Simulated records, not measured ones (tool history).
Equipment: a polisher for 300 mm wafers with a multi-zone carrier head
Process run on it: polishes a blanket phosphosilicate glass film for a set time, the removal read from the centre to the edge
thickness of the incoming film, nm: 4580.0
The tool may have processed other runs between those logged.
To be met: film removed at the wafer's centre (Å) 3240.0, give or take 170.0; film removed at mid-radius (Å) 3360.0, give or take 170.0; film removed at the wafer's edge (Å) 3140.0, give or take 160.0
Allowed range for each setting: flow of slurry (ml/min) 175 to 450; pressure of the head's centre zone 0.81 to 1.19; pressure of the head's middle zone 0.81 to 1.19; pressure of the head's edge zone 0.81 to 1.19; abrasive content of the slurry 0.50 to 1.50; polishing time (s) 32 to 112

| run | hour | flow of slurry (ml/min) | pressure of the head's centre zone | pressure of the head's middle zone | pressure of the head's edge zone | abrasive content of the slurry | polishing time (s) | film removed at the wafer's centre (Å) | film removed at mid-radius (Å) | film removed at the wafer's edge (Å) |
|---|---|---|---|---|---|---|---|---|---|---|
| 1 | 0.0 | 290 | 1.00 | 1.00 | 1.00 | 1.00 | 72 | 6158.8 | 6175.2 | 5882.0 |
| 2 | 5.4 | 290 | 1.00 | 1.00 | 0.99 | 0.95 | 69 | 5955.5 | 5776.7 | 5588.4 |
| 3 | 7.9 | 290 | 1.00 | 1.00 | 0.92 | 0.95 | 69 | 5782.4 | 5621.8 | 5463.6 |
| 4 | 10.4 | 290 | 1.00 | 1.01 | 0.92 | 0.90 | 66 | 5547.6 | 5229.8 | 4885.9 |
| 5 | 16.5 | 285 | 0.98 | 1.01 | 0.93 | 0.85 | 64 | 5097.8 | 4952.1 | 4689.5 |
| 6 | 21.8 | 285 | 1.02 | 1.01 | 0.93 | 0.85 | 64 | 5076.8 | 4950.6 | 4692.6 |
| 7 | 30.4 | 260 | 0.94 | 1.06 | 0.98 | 0.60 | 44 | 2404.1 | 2546.9 | 2407.9 |
| 8 | 38.6 | 265 | 0.94 | 1.06 | 0.98 | 0.65 | 44 | 2621.0 | 2729.8 | 2603.8 |
| 9 | 40.3 | 275 | 0.94 | 1.06 | 0.98 | 0.65 | 44 | 2669.0 | 2716.6 | 2523.6 |
| 10 | 42.9 | 270 | 0.95 | 1.06 | 0.98 | 0.65 | 44 | 2618.4 | 2762.3 | 2571.3 |
| 11 | 48.5 | 270 | 0.96 | 1.06 | 0.99 | 0.65 | 44 | 2613.7 | 2757.5 | 2576.9 |
|  | 55.2 | centre zone pressure recalibrated |
| 12 | 55.2 | 270 | 0.97 | 1.06 | 1.00 | 0.65 | 44 | 2518.6 | 2739.8 | 2606.0 |
| 13 | 61.5 | 280 | 0.98 | 1.06 | 0.99 | 0.65 | 44 | 2546.0 | 2745.6 | 2620.0 |
| 14 | 68.0 | 280 | 0.99 | 1.06 | 0.98 | 0.65 | 44 | 2654.6 | 2868.8 | 2599.1 |
| 15 | 70.0 | 285 | 1.00 | 1.05 | 0.98 | 0.65 | 44 | 2619.7 | 2743.8 | 2605.9 |
| 16 | 75.7 | 285 | 1.00 | 1.05 | 0.98 | 0.75 | 44 | 3016.6 | 3185.5 | 2951.4 |
| 17 | 83.5 | 285 | 1.01 | 1.05 | 0.98 | 0.75 | 44 | 3027.3 | 3216.4 | 3014.1 |
| 18 | 91.5 | 290 | 1.03 | 1.04 | 0.96 | 0.75 | 44 | 3063.3 | 3131.6 | 2984.8 |
| 19 | 95.2 | 290 | 1.03 | 1.04 | 0.96 | 0.75 | 44 | 3063.9 | 3130.5 | 2933.8 |

Exercise: of the 4 proposed moves below, exactly one satisfies all targets within the stated allowed misses. Which move is it?
| A | 98.9 | 265 | 1.04 | 0.93 | 0.98 | 0.70 | 54 | ? | ? | ? |
| B | 98.9 | 265 | 1.11 | 1.07 | 0.83 | 0.75 | 45 | ? | ? | ? |
| C | 98.9 | 270 | 1.13 | 1.16 | 1.16 | 0.75 | 44 | ? | ? | ? |
| D | 98.9 | 345 | 0.95 | 1.02 | 1.17 | 0.60 | 54 | ? | ? | ? |

| move | film removed at the wafer's centre (Å) | film removed at mid-radius (Å) | film removed at the wafer's edge (Å) |
|---|---|---|---|
| A | 3502.1 | 3365.9 | 3274.9 |
| B | 3268.5 | 3271.7 | 2732.4 |
| C | 3251.0 | 3387.2 | 3026.4 |
| D | 2873.6 | 3138.2 | 3056.2 |
A: the furthest-off result lands on target, but another misses its tolerance
B: the furthest-off result lands on target, but another misses its tolerance
C: every result within its allowed miss
D: further off than the last run
C is the move that brings every result within its allowed miss.
